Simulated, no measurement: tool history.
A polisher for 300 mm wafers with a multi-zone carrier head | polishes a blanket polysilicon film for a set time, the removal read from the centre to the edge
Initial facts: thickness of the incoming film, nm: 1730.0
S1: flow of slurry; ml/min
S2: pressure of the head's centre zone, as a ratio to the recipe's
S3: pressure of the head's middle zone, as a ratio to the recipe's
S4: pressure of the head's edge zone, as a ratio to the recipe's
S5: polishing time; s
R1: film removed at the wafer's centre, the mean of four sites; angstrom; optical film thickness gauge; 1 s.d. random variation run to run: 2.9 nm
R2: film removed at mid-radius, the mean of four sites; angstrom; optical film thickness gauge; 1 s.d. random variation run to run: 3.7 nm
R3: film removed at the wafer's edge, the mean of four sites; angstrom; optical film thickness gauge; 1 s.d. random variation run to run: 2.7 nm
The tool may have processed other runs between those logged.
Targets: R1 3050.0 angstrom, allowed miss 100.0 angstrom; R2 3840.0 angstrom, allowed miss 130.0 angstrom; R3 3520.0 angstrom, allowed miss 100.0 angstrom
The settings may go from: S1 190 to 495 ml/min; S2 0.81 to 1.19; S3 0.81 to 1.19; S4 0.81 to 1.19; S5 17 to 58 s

run	hour	S1	S2	S3	S4	S5	R1	R2	R3
1	0.0	320	1.00	1.00	1.00	37	2543.7	2508.3	2600.9
2	0.6	325	0.99	1.02	1.01	38	2571.3	2662.0	2679.7
3	1.8	325	0.99	1.02	1.07	38	2562.9	2703.2	2765.3
4	7.2	325	0.99	1.02	1.15	38	2551.3	2722.9	2847.9
5	9.0	325	0.92	1.02	1.15	38	2410.7	2690.3	2873.6
6	9.9	330	0.93	1.04	1.15	39	2513.1	2786.4	2964.1
7	11.4	315	0.93	1.06	1.14	40	2548.6	2919.7	3007.2
8	19.1	315	0.93	1.07	1.14	41	2579.2	3015.9	3047.6
9	21.3	320	0.94	1.08	1.15	42	2685.0	3118.8	3168.9
10	28.6	320	0.94	1.09	1.15	43	2717.1	3247.9	3287.2
11	31.6	375	1.01	1.19	1.13	46	3224.2	3761.7	3427.0
12	33.1	375	1.00	1.19	1.13	46	3175.7	3762.8	3485.3

Exactly one of the 5 candidate moves below puts every result within its allowed miss. Which one?
A	34.6	380	1.00	1.17	1.13	45	?	?	?
B	34.6	380	1.05	1.18	1.04	47	?	?	?
C	34.6	395	1.01	1.19	1.02	48	?	?	?
D	34.6	390	0.93	1.18	1.09	47	?	?	?
E	34.6	380	0.94	1.15	1.16	44	?	?	?

move	R1	R2	R3
A	3157.0	3653.1	3384.5
B	3463.7	3843.2	3390.0
C	3412.6	3966.0	3436.6
D	3071.4	3852.8	3475.5
E	2899.8	3520.2	3355.2
A: its largest miss is bigger than the last run's
B: its largest miss is bigger than the last run's
C: its largest miss is bigger than the last run's
D: all results in spec
E: takes the result that was furthest off past its target
D is the move that brings every result within its allowed miss.

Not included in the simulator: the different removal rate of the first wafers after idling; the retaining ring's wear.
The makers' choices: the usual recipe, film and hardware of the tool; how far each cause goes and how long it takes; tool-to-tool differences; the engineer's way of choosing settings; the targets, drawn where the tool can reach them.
